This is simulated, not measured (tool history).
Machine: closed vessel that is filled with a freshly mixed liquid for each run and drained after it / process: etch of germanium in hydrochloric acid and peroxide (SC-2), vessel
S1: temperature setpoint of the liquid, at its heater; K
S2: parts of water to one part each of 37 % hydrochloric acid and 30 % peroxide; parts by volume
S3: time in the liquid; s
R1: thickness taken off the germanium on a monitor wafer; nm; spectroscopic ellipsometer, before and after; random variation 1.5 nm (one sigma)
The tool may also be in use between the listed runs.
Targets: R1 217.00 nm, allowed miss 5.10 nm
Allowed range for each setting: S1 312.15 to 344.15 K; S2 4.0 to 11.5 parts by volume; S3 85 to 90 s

{"run": 1, "hour": 0.0, "S1": 328.15, "S2": 6.5, "S3": 85, "R1": 153.13}
{"run": 2, "hour": 4.8, "S1": 323.65, "S2": 6.5, "S3": 85, "R1": 133.39}
{"run": 3, "hour": 6.0, "S1": 323.65, "S2": 8.0, "S3": 85, "R1": 130.53}
{"run": 4, "hour": 10.9, "S1": 326.15, "S2": 8.0, "S3": 85, "R1": 141.66}
{"run": 5, "hour": 17.9, "S1": 326.15, "S2": 8.0, "S3": 85, "R1": 142.39}
{"run": 6, "hour": 24.4, "S1": 330.15, "S2": 8.0, "S3": 85, "R1": 158.89}
{"run": 7, "hour": 28.6, "S1": 331.65, "S2": 8.0, "S3": 85, "R1": 167.3}
{"run": 8, "hour": 36.2, "S1": 333.15, "S2": 8.0, "S3": 85, "R1": 177.02}
{"run": 9, "hour": 41.8, "S1": 334.15, "S2": 8.0, "S3": 85, "R1": 179.66}
{"run": 10, "hour": 46.1, "S1": 335.15, "S2": 8.0, "S3": 85, "R1": 185.27}
{"run": 11, "hour": 51.1, "S1": 336.15, "S2": 8.0, "S3": 85, "R1": 191.93}
{"run": 12, "hour": 53.0, "S1": 336.65, "S2": 8.0, "S3": 85, "R1": 194.01}
{"run": 13, "hour": 61.0, "S1": 337.15, "S2": 8.0, "S3": 85, "R1": 196.78}
{"run": 14, "hour": 66.3, "S1": 337.65, "S2": 8.0, "S3": 85, "R1": 199.19}
{"run": 15, "hour": 75.0, "S1": 338.15, "S2": 8.0, "S3": 85, "R1": 206.27}
{"run": 16, "hour": 79.4, "S1": 339.15, "S2": 8.0, "S3": 85, "R1": 208.51}

Which single option among these 4 for the next run brings every result within its allowed miss of target? Just one does.
{"run": "A", "hour": 83.8, "S1": 339.15, "S2": 10.5, "S3": 85, "R1": "?"}
{"run": "B", "hour": 83.8, "S1": 337.15, "S2": 7.0, "S3": 85, "R1": "?"}
{"run": "C", "hour": 83.8, "S1": 341.65, "S2": 10.5, "S3": 85, "R1": "?"}
{"run": "D", "hour": 83.8, "S1": 337.65, "S2": 7.5, "S3": 85, "R1": "?"}

move=A R1=202.08
move=B R1=198.37
move=C R1=216.70
move=D R1=200.25
A: misses by more than the last run did
B: misses by more than the last run did
C: hits every target within its allowed miss
D: misses by more than the last run did
Correct choice: C, which meets every target
